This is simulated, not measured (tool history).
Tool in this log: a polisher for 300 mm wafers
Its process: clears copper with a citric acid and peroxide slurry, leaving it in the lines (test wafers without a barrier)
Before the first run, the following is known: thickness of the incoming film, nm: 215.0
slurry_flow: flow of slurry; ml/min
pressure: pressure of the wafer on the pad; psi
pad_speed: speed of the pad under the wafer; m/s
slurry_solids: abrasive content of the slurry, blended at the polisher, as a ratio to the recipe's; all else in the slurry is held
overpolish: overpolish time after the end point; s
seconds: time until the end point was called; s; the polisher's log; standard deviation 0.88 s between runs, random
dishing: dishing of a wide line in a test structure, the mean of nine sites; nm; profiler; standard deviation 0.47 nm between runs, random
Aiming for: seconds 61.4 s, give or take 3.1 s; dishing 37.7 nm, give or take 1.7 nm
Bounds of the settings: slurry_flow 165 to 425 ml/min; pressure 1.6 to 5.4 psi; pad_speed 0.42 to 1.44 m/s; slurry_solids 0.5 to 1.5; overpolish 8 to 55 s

Run 1, hour 0: slurry_flow 275 ml/min, pressure 3.5 psi, pad_speed 0.92 m/s, slurry_solids 1, overpolish 28 s. Result: seconds 86.455 s, dishing 50.762 nm.
Run 2, hour 3: slurry_flow 275 ml/min, pressure 3.5 psi, pad_speed 1.02 m/s, slurry_solids 1, overpolish 28 s. Result: seconds 77.204 s, dishing 55.879 nm.
Run 3, hour 8.1: slurry_flow 240 ml/min, pressure 3.5 psi, pad_speed 1.02 m/s, slurry_solids 1, overpolish 28 s. Result: seconds 78.582 s, dishing 56.506 nm.
Run 4, hour 14.5: slurry_flow 250 ml/min, pressure 3.6 psi, pad_speed 1.02 m/s, slurry_solids 1, overpolish 24 s. Result: seconds 77.594 s, dishing 49.952 nm.
Run 5, hour 22.5: slurry_flow 250 ml/min, pressure 4.4 psi, pad_speed 1.02 m/s, slurry_solids 1, overpolish 24 s. Result: seconds 63.034 s, dishing 59.299 nm.
Run 6, hour 28.5: slurry_flow 250 ml/min, pressure 4.9 psi, pad_speed 1.02 m/s, slurry_solids 1, overpolish 24 s. Result: seconds 55.931 s, dishing 66.104 nm.
Run 7, hour 30.7: slurry_flow 255 ml/min, pressure 4.8 psi, pad_speed 1.02 m/s, slurry_solids 1, overpolish 21 s. Result: seconds 57.243 s, dishing 58.064 nm.
Run 8, hour 37.5: slurry_flow 260 ml/min, pressure 4.8 psi, pad_speed 1.02 m/s, slurry_solids 1, overpolish 19 s. Result: seconds 59.072 s, dishing 53.152 nm.
Run 9, hour 39.7: slurry_flow 260 ml/min, pressure 4.8 psi, pad_speed 1.02 m/s, slurry_solids 1, overpolish 17 s. Result: seconds 56.336 s, dishing 47.901 nm.
Run 10, hour 46.2: slurry_flow 265 ml/min, pressure 4.7 psi, pad_speed 1.02 m/s, slurry_solids 1, overpolish 16 s. Result: seconds 58.069 s, dishing 45.642 nm.
Run 11, hour 51.8: slurry_flow 265 ml/min, pressure 4.7 psi, pad_speed 1.02 m/s, slurry_solids 1, overpolish 16 s. Result: seconds 57.595 s, dishing 45.268 nm.
Run 12, hour 55.5: slurry_flow 270 ml/min, pressure 4.6 psi, pad_speed 1.02 m/s, slurry_solids 1, overpolish 16 s. Result: seconds 58.978 s, dishing 45.53 nm.

Consider the 5 candidate settings below. Which is the only one whose results all fall within their allowed miss of target?
Run A, hour 59.2: slurry_flow 255 ml/min, pressure 4.2 psi, pad_speed 1.08 m/s, slurry_solids 0.85, overpolish 19 s. Result: seconds ?, dishing ?.
Run B, hour 59.2: slurry_flow 295 ml/min, pressure 4.1 psi, pad_speed 1.16 m/s, slurry_solids 0.9, overpolish 24 s. Result: seconds ?, dishing ?.
Run C, hour 59.2: slurry_flow 210 ml/min, pressure 4.1 psi, pad_speed 1.02 m/s, slurry_solids 1.1, overpolish 20 s. Result: seconds ?, dishing ?.
Run D, hour 59.2: slurry_flow 245 ml/min, pressure 4.3 psi, pad_speed 1.06 m/s, slurry_solids 1.1, overpolish 19 s. Result: seconds ?, dishing ?.
Run E, hour 59.2: slurry_flow 310 ml/min, pressure 4.1 psi, pad_speed 1.06 m/s, slurry_solids 1.1, overpolish 14 s. Result: seconds ?, dishing ?.

move  seconds  dishing
   A   66.094   47.325
   B   61.367   61.194
   C   67.619   48.455
   D   61.343   50.502
   E   63.099   37.674
A: its largest miss is bigger than the last run's
B: its largest miss is bigger than the last run's
C: its largest miss is bigger than the last run's
D: its largest miss is bigger than the last run's
E: all results in spec
Go with E: it meets all targets.
